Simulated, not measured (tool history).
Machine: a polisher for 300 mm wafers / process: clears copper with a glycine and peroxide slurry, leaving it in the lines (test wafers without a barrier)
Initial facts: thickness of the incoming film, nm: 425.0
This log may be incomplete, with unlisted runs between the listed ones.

run,hour,flow of slurry (ml/min),pressure of the wafer on the pad (kPa),speed of the pad under the wafer (m/s),overpolish time after the end point (s),time until the end point was called (s),dishing of a wide line in a test structure (nm)
1,0,270,15.9,0.76,28,89.835,58.098
2,4.3,270,14.5,0.76,32,94.583,59.56
3,9.2,270,17.9,0.76,32,80.288,68.28
4,17.5,270,14.5,0.76,32,95.062,59.34
5,24.2,270,17.9,0.76,32,80.252,66.032
6,30,270,15.2,0.76,32,93.439,61.58
7,38.2,270,14.5,0.76,35,95.977,65.523

What will run 8 give?
8,47.1,265,10.3,0.74,46,?,?

time until the end point was called (s): 120.76
dishing of a wide line in a test structure (nm): 65.425

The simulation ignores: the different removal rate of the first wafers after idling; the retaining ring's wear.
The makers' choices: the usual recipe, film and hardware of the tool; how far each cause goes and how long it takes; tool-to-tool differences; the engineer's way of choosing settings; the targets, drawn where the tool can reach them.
